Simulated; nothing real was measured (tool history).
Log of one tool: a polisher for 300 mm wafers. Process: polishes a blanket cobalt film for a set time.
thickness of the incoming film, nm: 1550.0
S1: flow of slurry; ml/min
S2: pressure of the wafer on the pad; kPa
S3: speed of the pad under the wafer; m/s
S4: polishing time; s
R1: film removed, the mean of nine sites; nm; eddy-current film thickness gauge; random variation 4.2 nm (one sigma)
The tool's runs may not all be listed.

run 1 hour=0.0 | S1=215 S2=10.3 S3=1.06 S4=76 | R1=314.67
run 2 hour=5.6 | S1=215 S2=11.0 S3=1.06 S4=76 | R1=340.60
run 3 hour=7.2 | S1=215 S2=11.0 S3=0.94 S4=76 | R1=293.61
run 4 hour=14.7 | S1=215 S2=11.7 S3=0.94 S4=76 | R1=311.92
run 5 hour=18.8 | S1=215 S2=11.7 S3=0.94 S4=76 | R1=315.23
run 6 hour=27.4 | S1=215 S2=11.0 S3=0.94 S4=76 | R1=291.91
run 7 hour=35.9 | S1=215 S2=11.7 S3=0.94 S4=76 | R1=319.43

Run 8 comes next. What will it give?
run 8 hour=37.7 | S1=225 S2=14.5 S3=0.96 S4=76 | R1=?

{"run 8": {"R1": 393.53}}
